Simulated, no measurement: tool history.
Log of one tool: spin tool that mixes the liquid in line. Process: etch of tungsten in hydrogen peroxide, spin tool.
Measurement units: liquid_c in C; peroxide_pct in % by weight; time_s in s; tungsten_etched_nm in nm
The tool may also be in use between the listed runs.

run  hour  liquid_c  peroxide_pct  time_s  tungsten_etched_nm
  1     0        52            20      15              20.894
  2   3.3        52            20      15              20.726
  3   9.4      52.5            20      15              21.502
  4  16.1        54            20      15              23.764
  5  24.4        54            20      15              23.705
  6  28.6        57            20      15              27.773
  7  34.8        57            20      15              27.874

Estimate the outcome of run 8 from the log above:
  8  36.6      55.5            20      15                   ?

tungsten_etched_nm: 25.723 nm

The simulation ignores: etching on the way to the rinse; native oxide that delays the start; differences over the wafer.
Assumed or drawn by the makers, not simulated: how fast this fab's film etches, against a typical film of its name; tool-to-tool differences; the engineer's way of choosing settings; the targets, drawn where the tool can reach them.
